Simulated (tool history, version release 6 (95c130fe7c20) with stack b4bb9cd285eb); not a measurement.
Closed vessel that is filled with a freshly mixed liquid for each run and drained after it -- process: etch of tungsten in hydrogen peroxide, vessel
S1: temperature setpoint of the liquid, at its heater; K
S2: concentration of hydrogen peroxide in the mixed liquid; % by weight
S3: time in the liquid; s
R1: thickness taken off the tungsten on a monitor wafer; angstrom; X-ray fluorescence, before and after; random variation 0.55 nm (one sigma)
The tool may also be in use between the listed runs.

run  hour      S1  S2  S3      R1
  1     0  330.15  26  30  722.67
  2   7.7  331.65  26  30  799.67
  3  16.5  332.65  26  30  840.03
  4  21.8  333.15  26  30  860.63
  5  29.1  333.65  26  30  886.94
  6  35.5  326.65  26  30  585.35
  7  38.3  329.15  26  30  685.77
  8  41.1  330.65  26  30  742.73
  9  48.3  331.65  26  30  785.27

Run 10 comes next. What will it give?
 10  49.7  332.65  26  30   ?

{"run 10": {"R1": 831.21}}
